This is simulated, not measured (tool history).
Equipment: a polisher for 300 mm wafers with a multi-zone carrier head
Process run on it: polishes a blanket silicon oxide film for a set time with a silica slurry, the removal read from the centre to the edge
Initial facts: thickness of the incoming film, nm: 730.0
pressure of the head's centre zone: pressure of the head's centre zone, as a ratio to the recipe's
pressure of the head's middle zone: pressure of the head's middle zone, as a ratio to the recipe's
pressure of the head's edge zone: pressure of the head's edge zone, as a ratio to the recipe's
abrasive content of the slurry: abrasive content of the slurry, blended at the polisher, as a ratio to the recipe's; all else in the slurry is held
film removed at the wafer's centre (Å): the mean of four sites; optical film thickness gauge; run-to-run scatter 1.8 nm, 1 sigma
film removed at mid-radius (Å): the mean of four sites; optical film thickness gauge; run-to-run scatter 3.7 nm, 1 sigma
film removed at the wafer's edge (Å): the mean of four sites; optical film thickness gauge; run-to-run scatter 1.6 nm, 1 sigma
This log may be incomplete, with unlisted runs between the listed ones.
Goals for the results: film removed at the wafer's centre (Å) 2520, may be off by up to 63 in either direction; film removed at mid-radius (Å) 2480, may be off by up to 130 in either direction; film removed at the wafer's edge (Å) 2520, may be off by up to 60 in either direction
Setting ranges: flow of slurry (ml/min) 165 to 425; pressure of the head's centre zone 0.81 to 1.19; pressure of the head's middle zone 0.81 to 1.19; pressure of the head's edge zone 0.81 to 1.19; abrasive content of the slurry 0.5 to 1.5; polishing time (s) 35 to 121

run	hour	flow of slurry (ml/min)	pressure of the head's centre zone	pressure of the head's middle zone	pressure of the head's edge zone	abrasive content of the slurry	polishing time (s)	film removed at the wafer's centre (Å)	film removed at mid-radius (Å)	film removed at the wafer's edge (Å)
1	0	275	1	1	1	1	78	2843.9	2698.4	2740.8
2	8.3	265	0.99	0.99	0.98	1	78	2803	2734.9	2685.2
3	11.7	260	0.98	0.97	0.98	1	78	2761.7	2650.3	2667.5
4	16.5	260	0.98	0.97	0.98	1	85	3018.2	2820.2	2923.1
5	19.3	260	0.98	0.97	0.98	1	95	3334.7	3227.2	3287.6
6	26.1	260	0.98	0.97	0.95	1	95	3374.9	3229.2	3249.8
7	34.1	255	0.96	0.95	0.93	0.95	95	3229.6	3115.5	3143.2
8	40.6	235	0.88	0.86	0.83	0.7	94	2610.8	2594.2	2615.1
9	42.9	230	0.88	0.86	0.83	0.7	94	2611.1	2594.3	2620.3

Below are 5 possible settings for the next run. Only one of them brings all results inside the allowed miss of their targets. Which is it?
A	45.2	165	0.85	0.83	0.85	0.85	93	?	?	?
B	45.2	195	0.91	1.16	0.81	0.7	90	?	?	?
C	45.2	265	0.9	0.91	0.89	0.95	78	?	?	?
D	45.2	235	1	0.95	0.84	0.75	84	?	?	?
E	45.2	220	0.92	1.06	0.81	0.6	98	?	?	?

move	film removed at the wafer's centre (Å)	film removed at mid-radius (Å)	film removed at the wafer's edge (Å)
A	2544.1	2544.8	2663.9
B	2521.8	2932.3	2398.4
C	2542.7	2540.2	2513.7
D	2699	2536.9	2390.1
E	2673.5	2895.9	2504.8
A: moves away from the targets compared with the last run
B: carries the result that was furthest off beyond its target, to the other side
C: every result lands within tolerance
D: carries the result that was furthest off beyond its target, to the other side
E: brings the last run's worst result on target, with another outside its allowed miss
Answer: C
